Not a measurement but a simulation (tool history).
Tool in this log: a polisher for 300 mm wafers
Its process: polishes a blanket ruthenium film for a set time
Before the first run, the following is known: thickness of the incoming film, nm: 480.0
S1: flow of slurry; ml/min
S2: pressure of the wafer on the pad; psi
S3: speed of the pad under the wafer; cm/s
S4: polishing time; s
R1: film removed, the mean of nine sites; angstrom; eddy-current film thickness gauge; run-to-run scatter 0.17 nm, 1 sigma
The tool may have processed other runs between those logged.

run	day	S1	S2	S3	S4	R1
1	0	205	2.6	78	34	417.46
2	0.1	205	2.6	78	31	376.71
3	0.45	200	2.1	70	31	271.78
4	0.508	195	1.8	68	31	228.2
5	0.883	195	1.8	82	31	279.36
6	1.196	195	2	82	31	297.26

For run 7, what comes out?
7	1.308	195	2	82	31	?

Run 7 measured R1 301.68 angstrom.
